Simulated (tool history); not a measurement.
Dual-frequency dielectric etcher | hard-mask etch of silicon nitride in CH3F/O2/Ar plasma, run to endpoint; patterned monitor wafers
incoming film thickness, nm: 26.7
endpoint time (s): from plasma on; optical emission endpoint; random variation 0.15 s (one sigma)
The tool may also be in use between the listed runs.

run 1 day=0 | source_power_(kW)=0.49 bias_power_(kW)=0.083 | endpoint_time_(s)=37.659
run 2 day=0.125 | source_power_(kW)=0.49 bias_power_(kW)=0.089 | endpoint_time_(s)=36.36
run 3 day=0.167 | source_power_(kW)=0.43 bias_power_(kW)=0.089 | endpoint_time_(s)=38.564
run 4 day=0.225 | source_power_(kW)=0.4 bias_power_(kW)=0.089 | endpoint_time_(s)=40.321
run 5 day=0.492 | source_power_(kW)=0.36 bias_power_(kW)=0.089 | endpoint_time_(s)=42.076
run 6 day=0.575 | source_power_(kW)=0.36 bias_power_(kW)=0.095 | endpoint_time_(s)=40.759
run 7 day=0.858 | source_power_(kW)=0.39 bias_power_(kW)=0.096 | endpoint_time_(s)=39.16
run 8 day=1.158 | source_power_(kW)=0.41 bias_power_(kW)=0.097 | endpoint_time_(s)=38.111
run 9 day=1.208 | source_power_(kW)=0.43 bias_power_(kW)=0.097 | endpoint_time_(s)=37.323
run 10 day=1.567 | source_power_(kW)=0.45 bias_power_(kW)=0.097 | endpoint_time_(s)=36.568
run 11 day=1.883 | source_power_(kW)=0.45 bias_power_(kW)=0.097 | endpoint_time_(s)=36.709
run 12 day=2.071 | source_power_(kW)=0.46 bias_power_(kW)=0.097 | endpoint_time_(s)=36.579
run 13 day=2.242 | source_power_(kW)=0.47 bias_power_(kW)=0.097 | endpoint_time_(s)=35.983

Forecast run 14:
run 14 day=2.371 | source_power_(kW)=0.48 bias_power_(kW)=0.097 | endpoint_time_(s)=?

endpoint time (s): 35.465
